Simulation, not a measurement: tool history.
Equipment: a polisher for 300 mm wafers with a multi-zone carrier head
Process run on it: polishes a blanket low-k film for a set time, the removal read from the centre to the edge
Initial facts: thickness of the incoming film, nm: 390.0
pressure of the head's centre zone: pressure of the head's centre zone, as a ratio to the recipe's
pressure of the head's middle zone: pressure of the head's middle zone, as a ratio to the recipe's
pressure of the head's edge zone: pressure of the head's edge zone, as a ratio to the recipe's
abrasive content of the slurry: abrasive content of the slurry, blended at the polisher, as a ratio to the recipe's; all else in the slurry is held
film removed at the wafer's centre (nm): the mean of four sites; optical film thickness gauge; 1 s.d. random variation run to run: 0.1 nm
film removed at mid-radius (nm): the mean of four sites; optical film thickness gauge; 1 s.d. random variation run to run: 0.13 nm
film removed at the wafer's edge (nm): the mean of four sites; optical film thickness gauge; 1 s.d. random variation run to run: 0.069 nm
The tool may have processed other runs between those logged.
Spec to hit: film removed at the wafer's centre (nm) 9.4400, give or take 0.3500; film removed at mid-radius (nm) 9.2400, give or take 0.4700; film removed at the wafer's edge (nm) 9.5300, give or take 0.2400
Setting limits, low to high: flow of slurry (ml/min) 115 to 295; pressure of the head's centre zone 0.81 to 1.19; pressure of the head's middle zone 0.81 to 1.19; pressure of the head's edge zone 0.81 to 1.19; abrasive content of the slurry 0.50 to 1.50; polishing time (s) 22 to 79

run,hour,flow of slurry (ml/min),pressure of the head's centre zone,pressure of the head's middle zone,pressure of the head's edge zone,abrasive content of the slurry,polishing time (s),film removed at the wafer's centre (nm),film removed at mid-radius (nm),film removed at the wafer's edge (nm)
1,0.0,190,1.00,1.00,1.00,1.00,50,13.5700,14.2130,13.8900
2,4.1,185,0.99,0.97,0.97,0.85,49,12.3020,12.1450,12.4000
3,6.1,180,0.97,0.97,0.94,0.75,49,11.3340,11.4850,11.4610
4,13.7,180,0.97,0.97,0.94,0.75,61,13.8600,14.2260,14.2700
5,15.1,180,0.97,0.97,1.02,0.75,61,14.1180,14.1540,14.9130
6,22.2,175,0.96,0.96,0.98,0.70,58,12.8090,12.7100,13.4170
7,24.7,170,0.95,0.95,0.94,0.65,56,11.6260,11.6820,12.0760
8,27.2,165,0.94,0.93,0.91,0.60,55,10.7390,10.8140,11.2540
9,28.0,160,0.94,0.92,0.89,0.55,54,9.7380,9.9868,10.4210
10,36.2,155,0.96,0.91,0.87,0.55,54,10.1630,9.8169,10.3750
11,38.1,150,0.96,0.91,0.85,0.55,54,10.0430,9.9062,10.0220
12,47.1,145,0.96,0.90,0.84,0.55,54,9.8973,9.6970,9.9456
13,54.7,140,0.96,0.89,0.83,0.55,54,9.8962,9.5945,9.8372
14,57.1,135,0.95,0.88,0.83,0.55,54,9.6272,9.2316,9.7314

Pick the move, out of 4, that brings all results within their allowed miss; only one does.
A,59.5,120,1.00,0.89,0.94,0.85,44,?,?,?
B,59.5,175,0.93,0.87,0.81,0.50,54,?,?,?
C,59.5,130,0.91,0.81,0.81,0.55,57,?,?,?
D,59.5,120,0.92,0.85,0.83,0.75,49,?,?,?

move,film removed at the wafer's centre (nm),film removed at mid-radius (nm),film removed at the wafer's edge (nm)
A,9.8408,9.0185,10.2620
B,9.4289,9.0208,9.5312
C,9.5272,8.8694,10.1300
D,9.4869,9.1124,10.1760
A: moves away from the targets compared with the last run
B: all results in spec
C: moves away from the targets compared with the last run
D: moves away from the targets compared with the last run
So the answer is move B, the one that meets all the targets.
